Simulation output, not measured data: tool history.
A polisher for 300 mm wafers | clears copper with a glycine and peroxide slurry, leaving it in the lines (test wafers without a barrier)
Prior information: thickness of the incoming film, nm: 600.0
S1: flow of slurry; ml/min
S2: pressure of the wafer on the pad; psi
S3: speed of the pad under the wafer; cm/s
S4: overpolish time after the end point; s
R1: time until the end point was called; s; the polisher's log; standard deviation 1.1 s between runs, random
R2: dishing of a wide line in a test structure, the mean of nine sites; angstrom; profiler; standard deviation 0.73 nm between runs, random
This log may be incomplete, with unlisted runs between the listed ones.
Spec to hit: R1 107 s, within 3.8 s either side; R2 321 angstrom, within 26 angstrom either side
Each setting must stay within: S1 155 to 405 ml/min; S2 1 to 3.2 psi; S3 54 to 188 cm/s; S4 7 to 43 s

run,day,S1,S2,S3,S4,R1,R2
1,0,260,2.1,120,22,130.39,731.77
2,0.296,260,1.8,120,22,144.11,653.56
3,0.421,295,1.6,136,18,140.61,562.82
4,0.771,295,1.6,136,13,141.1,424.15
5,0.821,295,1.9,136,13,123.02,494.61
6,0.846,295,1.4,136,13,158.34,392.54
7,1.046,265,1.5,144,12,145.46,379.62
8,1.092,240,1.6,152,11,134.39,408.25
9,1.133,270,1.5,160,10,131.47,352.82
10,1.4,275,1.5,166,9,127.09,340.5
11,1.542,285,1.5,170,9,126.4,354.28
12,1.85,270,1.5,174,9,126.35,344.87
13,2.225,300,1.5,178,9,123.34,338.95
14,2.267,320,1.5,180,9,116.79,364.64

Which single option among these 5 for the next run brings every result within its allowed miss of target? Just one does.
A,2.308,350,1.6,156,12,?,?
B,2.308,365,1.7,178,7,?,?
C,2.308,305,1.4,176,9,?,?
D,2.308,355,1.4,182,11,?,?
E,2.308,285,1.3,174,13,?,?

move,R1,R2
A,127.17,461.44
B,108.22,330.76
C,129.86,349.4
D,124.93,430.38
E,139.84,449.68
A: further off than the last run
B: every result lands within tolerance
C: further off than the last run
D: further off than the last run
E: further off than the last run
Move B is the one to make.
